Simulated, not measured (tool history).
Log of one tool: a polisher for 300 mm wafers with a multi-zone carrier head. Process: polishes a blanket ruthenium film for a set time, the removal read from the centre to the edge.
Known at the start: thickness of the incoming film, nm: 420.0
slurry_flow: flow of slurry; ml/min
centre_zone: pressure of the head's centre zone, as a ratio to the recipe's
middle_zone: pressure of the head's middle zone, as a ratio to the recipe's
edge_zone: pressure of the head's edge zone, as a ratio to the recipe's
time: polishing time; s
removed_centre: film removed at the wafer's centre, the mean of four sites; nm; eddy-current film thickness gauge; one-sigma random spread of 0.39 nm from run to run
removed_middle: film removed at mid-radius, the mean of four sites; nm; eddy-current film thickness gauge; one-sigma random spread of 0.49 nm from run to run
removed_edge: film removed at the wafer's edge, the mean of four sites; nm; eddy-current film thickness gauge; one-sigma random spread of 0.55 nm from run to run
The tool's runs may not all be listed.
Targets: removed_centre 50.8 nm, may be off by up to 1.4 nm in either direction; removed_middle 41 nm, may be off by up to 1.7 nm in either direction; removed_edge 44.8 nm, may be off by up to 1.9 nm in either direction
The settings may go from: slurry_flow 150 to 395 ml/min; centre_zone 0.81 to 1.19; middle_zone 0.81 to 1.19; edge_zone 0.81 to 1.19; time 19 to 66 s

| run | hour | slurry_flow | centre_zone | middle_zone | edge_zone | time | removed_centre | removed_middle | removed_edge |
|---|---|---|---|---|---|---|---|---|---|
| 1 | 0 | 250 | 1 | 1 | 1 | 42 | 77.647 | 80.091 | 75.149 |
| 2 | 3.7 | 245 | 1.02 | 0.96 | 0.99 | 37 | 69.895 | 67.007 | 66.818 |
| 3 | 6.9 | 245 | 1.03 | 0.94 | 0.96 | 34 | 65.17 | 59.852 | 60.976 |
| 4 | 15.1 | 300 | 1.03 | 0.94 | 0.96 | 34 | 66.002 | 62.788 | 61.321 |
| 5 | 18.8 | 295 | 1.03 | 0.91 | 0.93 | 32 | 62.098 | 55.233 | 56.805 |
| 6 | 26.7 | 300 | 1.03 | 0.9 | 0.91 | 30 | 57.71 | 52.195 | 53.25 |
| 7 | 29.2 | 300 | 1.04 | 0.88 | 0.89 | 29 | 56.566 | 49.102 | 50.582 |
| 8 | 32.3 | 295 | 1.04 | 0.86 | 0.87 | 29 | 56.389 | 49.008 | 50.687 |
| 9 | 39.3 | 295 | 1.05 | 0.85 | 0.87 | 28 | 54.975 | 46.835 | 48.371 |
| 10 | 43.8 | 290 | 1.05 | 0.84 | 0.88 | 27 | 53.974 | 44.381 | 47.806 |
| 11 | 48.1 | 235 | 1.03 | 0.81 | 0.82 | 26 | 48.464 | 40.369 | 43.645 |

Consider the 5 candidate settings below. Which is the only one whose results all fall within their allowed miss of target?
| A | 52.4 | 245 | 1.03 | 0.81 | 0.88 | 24 | ? | ? | ? |
| B | 52.4 | 255 | 1.05 | 0.81 | 0.84 | 26 | ? | ? | ? |
| C | 52.4 | 150 | 1.01 | 0.81 | 0.91 | 26 | ? | ? | ? |
| D | 52.4 | 240 | 0.99 | 0.85 | 0.81 | 25 | ? | ? | ? |
| E | 52.4 | 240 | 0.96 | 0.81 | 0.83 | 27 | ? | ? | ? |

| move | removed_centre | removed_middle | removed_edge |
|---|---|---|---|
| A | 45.76 | 37.82 | 41.748 |
| B | 50.768 | 41.132 | 44.719 |
| C | 45.531 | 38.656 | 43.776 |
| D | 45.708 | 40.906 | 42.314 |
| E | 47.844 | 42.476 | 46.059 |
A: further off than the last run
B: every result within its allowed miss
C: further off than the last run
D: further off than the last run
E: further off than the last run
B meets every target.
